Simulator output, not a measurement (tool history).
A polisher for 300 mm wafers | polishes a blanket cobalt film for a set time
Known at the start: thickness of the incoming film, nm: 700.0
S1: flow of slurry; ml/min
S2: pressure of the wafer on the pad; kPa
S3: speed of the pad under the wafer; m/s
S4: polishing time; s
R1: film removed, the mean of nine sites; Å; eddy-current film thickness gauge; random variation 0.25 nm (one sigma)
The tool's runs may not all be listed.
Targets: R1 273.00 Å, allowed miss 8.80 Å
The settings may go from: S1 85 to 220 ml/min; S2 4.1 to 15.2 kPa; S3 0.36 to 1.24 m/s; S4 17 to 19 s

Run 1, hour 0.0: S1 140 ml/min, S2 9.7 kPa, S3 0.80 m/s, S4 19 s. Result: R1 447.85 Å.
Run 2, hour 6.4: S1 135 ml/min, S2 9.0 kPa, S3 0.80 m/s, S4 19 s. Result: R1 419.80 Å.
Run 3, hour 7.5: S1 135 ml/min, S2 11.0 kPa, S3 0.80 m/s, S4 19 s. Result: R1 508.34 Å.
Run 4, hour 15.7: S1 130 ml/min, S2 9.7 kPa, S3 0.80 m/s, S4 19 s. Result: R1 438.74 Å.
Run 5, hour 22.7: S1 95 ml/min, S2 9.7 kPa, S3 0.80 m/s, S4 19 s. Result: R1 415.22 Å.
Run 6, hour 24.8: S1 95 ml/min, S2 9.0 kPa, S3 0.80 m/s, S4 19 s. Result: R1 385.48 Å.
Run 7, hour 28.5: S1 95 ml/min, S2 8.3 kPa, S3 0.80 m/s, S4 19 s. Result: R1 355.67 Å.
Run 8, hour 32.1: S1 95 ml/min, S2 7.6 kPa, S3 0.80 m/s, S4 19 s. Result: R1 328.95 Å.
Run 9, hour 32.9: S1 90 ml/min, S2 6.9 kPa, S3 0.80 m/s, S4 19 s. Result: R1 293.52 Å.
Run 10, hour 36.5: S1 85 ml/min, S2 6.2 kPa, S3 0.80 m/s, S4 19 s. Result: R1 258.42 Å.

5 next moves are on the table. One of them brings every result within its allowed miss. Which?
Run A, hour 40.1: S1 115 ml/min, S2 6.9 kPa, S3 0.76 m/s, S4 19 s. Result: R1 ?.
Run B, hour 40.1: S1 85 ml/min, S2 6.2 kPa, S3 0.74 m/s, S4 18 s. Result: R1 ?.
Run C, hour 40.1: S1 130 ml/min, S2 7.6 kPa, S3 0.66 m/s, S4 19 s. Result: R1 ?.
Run D, hour 40.1: S1 85 ml/min, S2 6.9 kPa, S3 0.80 m/s, S4 19 s. Result: R1 ?.
Run E, hour 40.1: S1 85 ml/min, S2 6.2 kPa, S3 0.94 m/s, S4 17 s. Result: R1 ?.

move      R1
   A  297.70
   B  231.23
   C  291.74
   D  291.13
   E  275.50
A: takes the result that was furthest off past its target
B: further off than the last run
C: takes the result that was furthest off past its target
D: takes the result that was furthest off past its target
E: meets every target
Move E is the one to make.

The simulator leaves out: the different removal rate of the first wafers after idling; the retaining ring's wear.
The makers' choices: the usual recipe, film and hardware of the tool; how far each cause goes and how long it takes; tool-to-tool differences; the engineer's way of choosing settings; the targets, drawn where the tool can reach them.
